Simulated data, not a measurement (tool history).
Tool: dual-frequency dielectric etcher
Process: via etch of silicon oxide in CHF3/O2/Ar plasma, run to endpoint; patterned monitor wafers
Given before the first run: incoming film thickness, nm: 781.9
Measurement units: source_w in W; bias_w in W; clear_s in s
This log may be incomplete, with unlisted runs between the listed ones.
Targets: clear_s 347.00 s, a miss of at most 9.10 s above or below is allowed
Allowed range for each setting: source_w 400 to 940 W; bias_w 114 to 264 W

run  hour  source_w  bias_w  clear_s
  1   0.0       670     189   391.87
  2   5.6       670     157   402.43
  3   8.4       670     179   391.69
  4  13.0       670     210   381.39
  5  18.8       690     212   376.26
  6  20.5       620     212   400.46
  7  28.9       640     213   392.08
  8  32.6       640     213   390.95

Exactly one of the 4 candidate moves below puts every result within its allowed miss. Which one?
  A  36.3       560     226        ?
  B  36.3       570     208        ?
  C  36.3       760     236        ?
  D  36.3       710     216        ?

move  clear_s
   A   421.33
   B   423.86
   C   345.38
   D   366.17
A: further off than the last run
B: further off than the last run
C: all results land within tolerance of their targets
D: gains on the last run, yet a result remains outside its allowed miss
Answer: C
